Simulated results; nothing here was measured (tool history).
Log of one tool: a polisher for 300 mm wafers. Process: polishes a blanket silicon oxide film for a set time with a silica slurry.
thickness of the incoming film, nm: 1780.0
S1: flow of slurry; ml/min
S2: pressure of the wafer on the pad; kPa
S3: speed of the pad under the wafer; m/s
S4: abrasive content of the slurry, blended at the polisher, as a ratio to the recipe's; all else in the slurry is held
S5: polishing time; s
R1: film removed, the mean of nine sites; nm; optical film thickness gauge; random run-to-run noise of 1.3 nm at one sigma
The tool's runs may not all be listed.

run 1 hour=0 | S1=305 S2=24.1 S3=1.38 S4=1 S5=49 | R1=155.77
run 2 hour=4.5 | S1=305 S2=24.1 S3=1.68 S4=1 S5=49 | R1=186.57
run 3 hour=6.4 | S1=305 S2=24.1 S3=1.94 S4=1 S5=49 | R1=206.01
run 4 hour=11.8 | S1=305 S2=22.8 S3=1.94 S4=1 S5=49 | R1=197.4
run 5 hour=16.4 | S1=305 S2=22.8 S3=2.14 S4=1 S5=49 | R1=211.91
run 6 hour=20.2 | S1=305 S2=28.3 S3=2.14 S4=1 S5=49 | R1=259.41
run 7 hour=23.1 | S1=305 S2=28.3 S3=2.14 S4=1 S5=49 | R1=262.95

Predict the results of run 8:
run 8 hour=25.3 | S1=305 S2=25.5 S3=2.1 S4=1 S5=49 | R1=?

Logged for run 8: R1 233.85 nm.
